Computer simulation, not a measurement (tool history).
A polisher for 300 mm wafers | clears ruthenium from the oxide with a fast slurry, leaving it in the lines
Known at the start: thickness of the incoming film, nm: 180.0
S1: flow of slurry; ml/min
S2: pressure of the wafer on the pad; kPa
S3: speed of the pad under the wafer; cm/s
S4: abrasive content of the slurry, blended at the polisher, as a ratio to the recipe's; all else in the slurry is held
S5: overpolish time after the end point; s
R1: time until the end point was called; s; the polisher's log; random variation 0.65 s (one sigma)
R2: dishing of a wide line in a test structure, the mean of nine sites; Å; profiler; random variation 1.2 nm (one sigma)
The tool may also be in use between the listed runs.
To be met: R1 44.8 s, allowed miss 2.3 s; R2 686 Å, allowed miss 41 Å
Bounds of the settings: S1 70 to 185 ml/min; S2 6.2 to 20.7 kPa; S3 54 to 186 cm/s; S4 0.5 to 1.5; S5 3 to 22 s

run 1 hour=0 | S1=120 S2=13.1 S3=118 S4=1 S5=11 | R1=63.595 R2=290.19
run 2 hour=7.2 | S1=115 S2=14.5 S3=118 S4=1 S5=13 | R1=59.499 R2=362.41
run 3 hour=14 | S1=115 S2=15.9 S3=120 S4=1 S5=14 | R1=53.806 R2=425.91
run 4 hour=22.2 | S1=115 S2=15.9 S3=120 S4=0.9 S5=14 | R1=55.088 R2=404.89
run 5 hour=26.7 | S1=115 S2=15.9 S3=120 S4=0.9 S5=17 | R1=56.498 R2=485.22
run 6 hour=32.8 | S1=115 S2=15.9 S3=134 S4=0.9 S5=17 | R1=50.868 R2=541.64
run 7 hour=33.8 | S1=120 S2=16.5 S3=134 S4=0.9 S5=18 | R1=47.632 R2=600.95
run 8 hour=41.7 | S1=120 S2=17.2 S3=134 S4=0.9 S5=19 | R1=45.951 R2=628.41

5 next moves are on the table. One of them brings every result within its allowed miss. Which?
run A hour=49.6 | S1=120 S2=13.1 S3=138 S4=1.25 S5=21 | R1=? R2=?
run B hour=49.6 | S1=135 S2=18.6 S3=142 S4=0.75 S5=14 | R1=? R2=?
run C hour=49.6 | S1=105 S2=19.3 S3=122 S4=1 S5=16 | R1=? R2=?
run D hour=49.6 | S1=120 S2=18.6 S3=134 S4=0.8 S5=20 | R1=? R2=?
run E hour=49.6 | S1=120 S2=17.2 S3=132 S4=0.85 S5=19 | R1=? R2=?

move=A R1=49.939 R2=662.5
move=B R1=42.457 R2=533.98
move=C R1=44.417 R2=577.96
move=D R1=44.651 R2=699.88
move=E R1=47.383 R2=635.47
A: brings the result that was furthest off to its target, and leaves another outside
B: further off than the last run
C: further off than the last run
D: meets every target
E: nearer than the last run, and not there yet
The right move is D.

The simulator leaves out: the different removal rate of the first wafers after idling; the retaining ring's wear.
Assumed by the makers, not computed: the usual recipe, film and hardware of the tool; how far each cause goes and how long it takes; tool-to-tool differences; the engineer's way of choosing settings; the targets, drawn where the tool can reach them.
